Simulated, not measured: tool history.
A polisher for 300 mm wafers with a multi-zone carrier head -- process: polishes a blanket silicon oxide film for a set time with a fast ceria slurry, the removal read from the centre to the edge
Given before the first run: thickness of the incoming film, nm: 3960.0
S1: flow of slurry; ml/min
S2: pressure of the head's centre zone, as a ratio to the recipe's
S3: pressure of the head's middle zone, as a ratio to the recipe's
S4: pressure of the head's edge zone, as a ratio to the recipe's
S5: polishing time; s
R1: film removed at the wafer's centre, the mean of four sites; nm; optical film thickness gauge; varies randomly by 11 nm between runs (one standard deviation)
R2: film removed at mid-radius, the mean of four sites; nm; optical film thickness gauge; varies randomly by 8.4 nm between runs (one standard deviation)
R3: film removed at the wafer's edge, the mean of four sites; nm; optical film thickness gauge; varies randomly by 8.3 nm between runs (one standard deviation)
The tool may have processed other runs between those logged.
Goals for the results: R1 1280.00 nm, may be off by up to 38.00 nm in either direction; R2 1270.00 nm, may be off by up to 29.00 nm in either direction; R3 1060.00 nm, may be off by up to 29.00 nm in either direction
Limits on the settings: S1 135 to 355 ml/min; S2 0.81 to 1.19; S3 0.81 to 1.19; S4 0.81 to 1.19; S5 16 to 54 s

run  hour   S1    S2    S3    S4  S5       R1       R2       R3
  1   0.0  225  1.00  1.00  1.00  35   818.18   832.51   823.56
  2   8.0  225  1.00  1.05  1.00  35   814.88   876.34   828.03
  3  11.6  225  1.07  1.05  1.00  35   869.64   873.16   834.76
  4  18.5  225  0.99  1.05  1.00  35   815.91   877.77   810.93
  5  23.9  185  0.99  1.05  1.00  35   793.37   847.66   804.02
  6  25.9  225  1.06  1.08  0.97  38   939.46   955.19   897.35
  7  28.5  270  1.09  1.12  0.91  40  1050.40  1078.00   916.19
  8  34.9  325  1.19  1.19  1.01  43  1225.70  1231.20  1038.20
  9  38.7  330  1.19  1.19  1.00  43  1234.30  1237.30  1031.30
 10  43.7  335  1.19  1.19  1.00  43  1223.50  1236.00  1027.50

4 candidate next runs follow, results not yet known. Just one meets every target within its allowed miss. Identify it.
  A  48.7  270  1.11  1.12  1.12  45   ?   ?   ?
  B  48.7  335  1.11  1.19  1.01  48   ?   ?   ?
  C  48.7  280  1.19  1.19  0.97  45   ?   ?   ?
  D  48.7  330  1.13  1.11  0.99  47   ?   ?   ?

move       R1       R2       R3
   A  1186.30  1205.30  1116.50
   B  1292.30  1373.10  1157.70
   C  1269.10  1267.40  1056.20
   D  1283.70  1272.10  1124.80
A: misses by more than the last run did
B: corrects the largest miss of the last run, while another result sits out of spec
C: all results land within tolerance of their targets
D: corrects the largest miss of the last run, while another result sits out of spec
So the answer is move C, the one that meets all the targets.
